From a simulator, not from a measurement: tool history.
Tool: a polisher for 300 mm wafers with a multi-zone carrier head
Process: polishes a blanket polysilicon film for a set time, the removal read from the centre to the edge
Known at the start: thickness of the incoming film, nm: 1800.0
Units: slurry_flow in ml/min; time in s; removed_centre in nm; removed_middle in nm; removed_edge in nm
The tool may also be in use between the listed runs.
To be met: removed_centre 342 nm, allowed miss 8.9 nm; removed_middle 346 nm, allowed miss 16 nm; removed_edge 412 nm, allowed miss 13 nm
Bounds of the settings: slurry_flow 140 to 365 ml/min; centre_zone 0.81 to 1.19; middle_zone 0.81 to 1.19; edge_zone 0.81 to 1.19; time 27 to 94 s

{"run": 1, "hour": 0.0, "slurry_flow": 235, "centre_zone": 1, "middle_zone": 1, "edge_zone": 1, "time": 60, "removed_centre": 301.85, "removed_middle": 295.72, "removed_edge": 311.7}
{"run": 2, "hour": 3.8, "slurry_flow": 235, "centre_zone": 1, "middle_zone": 1, "edge_zone": 0.96, "time": 60, "removed_centre": 295.47, "removed_middle": 304.86, "removed_edge": 297.24}
{"run": 3, "hour": 11.4, "slurry_flow": 235, "centre_zone": 1, "middle_zone": 1, "edge_zone": 0.93, "time": 60, "removed_centre": 296.94, "removed_middle": 302.1, "removed_edge": 297.93}
{"run": 4, "hour": 12.3, "slurry_flow": 235, "centre_zone": 1, "middle_zone": 1.09, "edge_zone": 0.93, "time": 60, "removed_centre": 296.32, "removed_middle": 323.61, "removed_edge": 295.71}
{"run": 5, "hour": 21.2, "slurry_flow": 235, "centre_zone": 0.93, "middle_zone": 1.09, "edge_zone": 0.93, "time": 60, "removed_centre": 279.73, "removed_middle": 326.53, "removed_edge": 297.43}
{"run": 6, "hour": 23.4, "slurry_flow": 235, "centre_zone": 0.93, "middle_zone": 1.09, "edge_zone": 0.99, "time": 60, "removed_centre": 279.66, "removed_middle": 326.69, "removed_edge": 299.76}
{"run": 7, "hour": 24.0, "slurry_flow": 235, "centre_zone": 0.92, "middle_zone": 1.06, "edge_zone": 1.01, "time": 62, "removed_centre": 285.99, "removed_middle": 328.87, "removed_edge": 317.74}
{"run": 8, "hour": 26.1, "slurry_flow": 235, "centre_zone": 0.92, "middle_zone": 1.06, "edge_zone": 1.01, "time": 62, "removed_centre": 283.01, "removed_middle": 323.42, "removed_edge": 317.64}
{"run": 9, "hour": 30.6, "slurry_flow": 240, "centre_zone": 0.92, "middle_zone": 1.05, "edge_zone": 1.03, "time": 63, "removed_centre": 287.21, "removed_middle": 331.38, "removed_edge": 326.07}
{"run": 10, "hour": 33.3, "slurry_flow": 240, "centre_zone": 0.93, "middle_zone": 1.03, "edge_zone": 1.05, "time": 64, "removed_centre": 297.77, "removed_middle": 333.21, "removed_edge": 337.59}
{"run": 11, "hour": 34.8, "slurry_flow": 245, "centre_zone": 0.93, "middle_zone": 1.02, "edge_zone": 1.07, "time": 65, "removed_centre": 302.09, "removed_middle": 330.31, "removed_edge": 344.63}
{"run": 12, "hour": 39.4, "slurry_flow": 260, "centre_zone": 0.93, "middle_zone": 0.96, "edge_zone": 1.17, "time": 75, "removed_centre": 353.73, "removed_middle": 370.66, "removed_edge": 422.46}
{"run": 13, "hour": 47.8, "slurry_flow": 255, "centre_zone": 0.93, "middle_zone": 0.95, "edge_zone": 1.17, "time": 75, "removed_centre": 352.06, "removed_middle": 363.52, "removed_edge": 415.53}
{"run": 14, "hour": 53.5, "slurry_flow": 250, "centre_zone": 0.93, "middle_zone": 0.94, "edge_zone": 1.17, "time": 75, "removed_centre": 352.24, "removed_middle": 365.3, "removed_edge": 424.29}
{"run": 15, "hour": 55.1, "slurry_flow": 240, "centre_zone": 0.93, "middle_zone": 0.89, "edge_zone": 1.13, "time": 73, "removed_centre": 340.63, "removed_middle": 335.29, "removed_edge": 393.68}
{"run": 16, "hour": 61.2, "slurry_flow": 240, "centre_zone": 0.93, "middle_zone": 0.89, "edge_zone": 1.14, "time": 73, "removed_centre": 339.89, "removed_middle": 336.64, "removed_edge": 395.27}

5 next moves are on the table. One of them brings every result within its allowed miss. Which?
{"run": "A", "hour": 67.3, "slurry_flow": 280, "centre_zone": 0.95, "middle_zone": 0.87, "edge_zone": 1.06, "time": 71, "removed_centre": "?", "removed_middle": "?", "removed_edge": "?"}
{"run": "B", "hour": 67.3, "slurry_flow": 345, "centre_zone": 0.89, "middle_zone": 0.87, "edge_zone": 1.13, "time": 74, "removed_centre": "?", "removed_middle": "?", "removed_edge": "?"}
{"run": "C", "hour": 67.3, "slurry_flow": 220, "centre_zone": 0.85, "middle_zone": 1.02, "edge_zone": 1.14, "time": 77, "removed_centre": "?", "removed_middle": "?", "removed_edge": "?"}
{"run": "D", "hour": 67.3, "slurry_flow": 240, "centre_zone": 0.89, "middle_zone": 0.81, "edge_zone": 1.14, "time": 74, "removed_centre": "?", "removed_middle": "?", "removed_edge": "?"}
{"run": "E", "hour": 67.3, "slurry_flow": 250, "centre_zone": 0.92, "middle_zone": 1.05, "edge_zone": 1.01, "time": 74, "removed_centre": "?", "removed_middle": "?", "removed_edge": "?"}

move=A removed_centre=345.88 removed_middle=319.62 removed_edge=375.67
move=B removed_centre=345.03 removed_middle=339.86 removed_edge=410.54
move=C removed_centre=325.06 removed_middle=384.85 removed_edge=412.82
move=D removed_centre=330.87 removed_middle=308.76 removed_edge=401.2
move=E removed_centre=344.58 removed_middle=385.17 removed_edge=377.82
A: further off than the last run
B: meets every target
C: brings the result that was furthest off to its target, and leaves another outside
D: brings the result that was furthest off to its target, and leaves another outside
E: further off than the last run
The right move is B.

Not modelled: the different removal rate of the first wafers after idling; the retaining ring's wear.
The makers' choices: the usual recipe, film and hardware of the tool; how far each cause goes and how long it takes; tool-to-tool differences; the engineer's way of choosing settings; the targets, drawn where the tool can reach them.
